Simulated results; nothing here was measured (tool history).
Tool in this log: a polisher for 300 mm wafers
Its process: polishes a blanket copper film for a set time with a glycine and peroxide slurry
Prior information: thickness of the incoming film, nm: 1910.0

| run | day | flow of slurry (ml/min) | pressure of the wafer on the pad (psi) | speed of the pad under the wafer (m/s) | polishing time (s) | film removed (angstrom) |
|---|---|---|---|---|---|---|
| 1 | 0.000 | 200 | 2.1 | 1.08 | 93 | 3817.3 |
| 2 | 0.183 | 200 | 2.1 | 1.24 | 93 | 4269.8 |
| 3 | 0.521 | 200 | 2.1 | 1.44 | 93 | 4844.9 |
| 4 | 0.612 | 195 | 2.0 | 1.44 | 93 | 4633.0 |
| 5 | 0.875 | 190 | 1.9 | 1.44 | 93 | 4455.3 |
| 6 | 1.054 | 185 | 1.8 | 1.44 | 93 | 4340.4 |

Run 7 comes next. What will it give?
| 7 | 1.096 | 185 | 1.7 | 1.44 | 93 | ? |

{"run 7": {"film removed (angstrom)": 4119.8}}
